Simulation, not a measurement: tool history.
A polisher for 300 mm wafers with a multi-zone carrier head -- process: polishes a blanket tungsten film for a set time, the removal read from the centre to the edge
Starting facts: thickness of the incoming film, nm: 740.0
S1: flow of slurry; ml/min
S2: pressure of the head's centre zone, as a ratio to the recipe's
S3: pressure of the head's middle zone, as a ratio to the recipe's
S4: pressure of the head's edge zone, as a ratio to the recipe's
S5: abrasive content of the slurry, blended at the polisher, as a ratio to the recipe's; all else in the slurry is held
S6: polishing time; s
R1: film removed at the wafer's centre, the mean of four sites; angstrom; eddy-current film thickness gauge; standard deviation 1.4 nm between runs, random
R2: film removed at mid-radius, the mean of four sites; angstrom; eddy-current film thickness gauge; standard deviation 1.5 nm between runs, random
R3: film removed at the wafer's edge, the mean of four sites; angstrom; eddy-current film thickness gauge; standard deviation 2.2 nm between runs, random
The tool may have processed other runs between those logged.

run,hour,S1,S2,S3,S4,S5,S6,R1,R2,R3
1,0.0,170,1.00,1.00,1.00,1.0,42,1656.0,1677.6,1723.5
2,3.9,170,1.00,0.96,1.00,1.0,42,1664.1,1656.1,1714.9
3,7.0,170,1.00,0.96,1.00,1.0,37,1470.7,1437.6,1516.1
4,13.9,170,1.00,0.91,1.00,1.0,37,1450.5,1394.4,1488.1
5,15.1,145,1.00,0.91,1.00,1.0,37,1413.2,1356.0,1518.1
6,20.7,145,1.00,0.91,1.00,1.0,43,1670.2,1545.0,1748.2
7,27.0,155,1.00,0.92,0.98,1.0,43,1695.2,1599.4,1754.5
8,32.9,155,1.00,0.92,0.98,1.0,43,1638.8,1594.1,1696.5

What does the tool deliver on the next run?
9,37.6,160,1.00,0.92,0.97,1.0,43,?,?,?

R1: 1674.3 angstrom
R2: 1606.2 angstrom
R3: 1733.6 angstrom
